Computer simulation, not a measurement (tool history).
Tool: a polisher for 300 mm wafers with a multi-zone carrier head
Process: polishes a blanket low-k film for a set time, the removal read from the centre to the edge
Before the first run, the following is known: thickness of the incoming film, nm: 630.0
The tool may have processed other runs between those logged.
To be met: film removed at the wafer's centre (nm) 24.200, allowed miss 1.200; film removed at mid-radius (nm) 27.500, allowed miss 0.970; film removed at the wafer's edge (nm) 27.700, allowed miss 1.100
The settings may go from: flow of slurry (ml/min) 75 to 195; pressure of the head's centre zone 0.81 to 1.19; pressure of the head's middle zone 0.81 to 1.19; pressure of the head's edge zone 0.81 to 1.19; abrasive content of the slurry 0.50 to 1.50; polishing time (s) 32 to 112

run	day	flow of slurry (ml/min)	pressure of the head's centre zone	pressure of the head's middle zone	pressure of the head's edge zone	abrasive content of the slurry	polishing time (s)	film removed at the wafer's centre (nm)	film removed at mid-radius (nm)	film removed at the wafer's edge (nm)
1	0.000	125	1.00	1.00	1.00	1.00	72	21.223	21.919	20.972
2	0.183	125	1.00	0.92	1.00	1.00	72	20.261	19.761	20.985
3	0.267	135	0.97	0.95	1.05	1.10	72	21.553	21.290	22.875
4	0.438	135	0.97	0.95	1.00	1.10	72	21.624	21.870	22.002
5	0.567	135	0.97	0.95	1.00	1.25	72	23.199	23.199	23.213
6	0.875	145	0.93	0.98	1.04	1.30	72	22.739	24.452	24.587
7	1.025	155	0.92	1.00	1.06	1.35	72	23.309	25.688	25.282
8	1.308	160	0.91	1.01	1.08	1.40	72	23.837	26.341	25.767

Which one of the following 4 next-run settings gets every result inside its allowed miss? There is exactly one.
A	1.592	165	0.86	0.97	1.05	1.50	75	?	?	?
B	1.592	165	1.06	1.07	1.08	1.40	71	?	?	?
C	1.592	140	0.90	0.96	1.13	1.45	75	?	?	?
D	1.592	140	0.94	0.97	1.12	1.50	72	?	?	?

move	film removed at the wafer's centre (nm)	film removed at mid-radius (nm)	film removed at the wafer's edge (nm)
A	24.193	27.460	27.449
B	26.811	27.495	25.640
C	23.937	25.995	27.460
D	24.171	25.489	26.572
A: all results land within tolerance of their targets
B: further off than the last run
C: brings the last run's worst result on target, with another outside its allowed miss
D: further off than the last run
Correct choice: A, which meets every target
